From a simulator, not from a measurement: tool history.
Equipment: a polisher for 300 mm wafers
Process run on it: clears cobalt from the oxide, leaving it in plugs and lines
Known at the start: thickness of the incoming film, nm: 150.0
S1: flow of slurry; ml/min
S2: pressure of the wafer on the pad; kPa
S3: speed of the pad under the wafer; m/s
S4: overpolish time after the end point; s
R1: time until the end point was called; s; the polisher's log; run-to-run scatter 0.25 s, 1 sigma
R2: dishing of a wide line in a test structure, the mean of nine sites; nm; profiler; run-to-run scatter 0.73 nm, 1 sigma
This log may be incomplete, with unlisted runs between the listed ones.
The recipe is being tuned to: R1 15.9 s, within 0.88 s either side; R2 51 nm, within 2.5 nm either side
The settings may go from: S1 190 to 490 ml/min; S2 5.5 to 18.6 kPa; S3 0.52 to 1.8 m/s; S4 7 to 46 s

run,hour,S1,S2,S3,S4,R1,R2
1,0,315,11.7,1.16,24,24.697,47.778
2,6.8,265,11.7,1.16,24,24.473,46.648
3,14.6,265,12.4,1.16,24,24.008,44.742
4,15.3,230,12.4,1.16,24,24.236,46.345
5,17,230,12.4,1,24,27.522,45.313
6,21.3,230,12.4,0.74,24,33.655,42.186
7,26.5,230,12.4,0.74,24,34.536,41.297
8,27.6,230,13.1,0.8,24,31.324,42.632
9,34,230,13.8,0.86,24,28.036,43.56

Of the 5 settings listed for the next run, only one would bring every result within its allowed miss of target. Which one?
A,40.4,320,17.2,1.1,18,?,?
B,40.4,245,18.6,1.28,15,?,?
C,40.4,395,17.2,1.56,23,?,?
D,40.4,275,17.2,1.36,27,?,?
E,40.4,320,17.2,1.16,18,?,?

move,R1,R2
A,18.897,45.615
B,16.219,45.18
C,14.014,49.898
D,16.213,50.008
E,18.128,46.096
A: closes in on the targets versus the last run, not all within tolerance yet
B: the furthest-off result lands on target, but another misses its tolerance
C: carries the result that was furthest off beyond its target, to the other side
D: meets every target
E: closes in on the targets versus the last run, not all within tolerance yet
So the answer is move D, the one that meets all the targets.
